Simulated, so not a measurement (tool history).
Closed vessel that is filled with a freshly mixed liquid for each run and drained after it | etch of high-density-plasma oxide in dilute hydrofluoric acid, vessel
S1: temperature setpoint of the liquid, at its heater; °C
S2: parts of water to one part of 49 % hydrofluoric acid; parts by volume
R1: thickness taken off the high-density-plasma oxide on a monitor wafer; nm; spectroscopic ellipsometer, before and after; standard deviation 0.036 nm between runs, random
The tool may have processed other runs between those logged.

run 1 hour=0 | S1=24 S2=280 time_in_the_liquid_(s)=805 | R1=11.839
run 2 hour=2.1 | S1=24 S2=245 time_in_the_liquid_(s)=805 | R1=14.005
run 3 hour=11.5 | S1=22.5 S2=265 time_in_the_liquid_(s)=805 | R1=12.13
run 4 hour=18.2 | S1=24 S2=265 time_in_the_liquid_(s)=805 | R1=12.692
run 5 hour=22.7 | S1=22.5 S2=280 time_in_the_liquid_(s)=805 | R1=11.194
run 6 hour=30.1 | S1=20.5 S2=280 time_in_the_liquid_(s)=805 | R1=10.431
run 7 hour=37.7 | S1=19.5 S2=290 time_in_the_liquid_(s)=805 | R1=9.5888

Run 8 is up next; what results do you expect?
run 8 hour=46.5 | S1=19 S2=295 time_in_the_liquid_(s)=805 | R1=?

{"run 8": {"R1": 9.2421}}
